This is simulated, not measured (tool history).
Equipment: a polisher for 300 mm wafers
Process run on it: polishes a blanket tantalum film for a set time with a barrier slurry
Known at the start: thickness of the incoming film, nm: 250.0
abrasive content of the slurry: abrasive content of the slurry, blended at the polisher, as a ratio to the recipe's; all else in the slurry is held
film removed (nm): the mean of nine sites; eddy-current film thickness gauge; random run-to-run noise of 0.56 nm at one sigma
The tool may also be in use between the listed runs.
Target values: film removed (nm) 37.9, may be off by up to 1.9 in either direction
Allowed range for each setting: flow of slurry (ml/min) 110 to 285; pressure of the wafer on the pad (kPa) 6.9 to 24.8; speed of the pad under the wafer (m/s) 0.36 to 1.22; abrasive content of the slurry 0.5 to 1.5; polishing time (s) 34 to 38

run	hour	flow of slurry (ml/min)	pressure of the wafer on the pad (kPa)	speed of the pad under the wafer (m/s)	abrasive content of the slurry	polishing time (s)	film removed (nm)
1	0	180	15.9	0.78	1	38	63.205
2	8.6	180	15.9	0.78	0.85	38	60.5
3	16.9	155	15.9	0.78	0.85	38	58.435
4	24.3	155	15.9	0.96	0.85	38	70.969
5	32.5	155	14.5	0.96	0.85	38	67.035
6	36.4	155	13.1	0.94	0.85	38	61.136
7	42.3	155	12.4	0.92	0.85	38	56.967
8	47.9	155	11.7	0.9	0.85	38	55.047
9	55	155	11	0.88	0.85	38	51.59

4 candidate next runs follow, results not yet known. Just one meets every target within its allowed miss. Identify it.
A	62.1	145	9.7	0.86	0.7	34	?
B	62.1	150	10.3	0.78	0.8	37	?
C	62.1	155	8.3	0.78	0.8	34	?
D	62.1	120	11	0.88	0.6	38	?

move	film removed (nm)
A	37.998
B	42.008
C	33.937
D	42.268
A: in spec on every target
B: nearer the targets than the last run, but a result is still out of spec
C: takes the result that was furthest off past its target
D: nearer the targets than the last run, but a result is still out of spec
Move A is the one to make.

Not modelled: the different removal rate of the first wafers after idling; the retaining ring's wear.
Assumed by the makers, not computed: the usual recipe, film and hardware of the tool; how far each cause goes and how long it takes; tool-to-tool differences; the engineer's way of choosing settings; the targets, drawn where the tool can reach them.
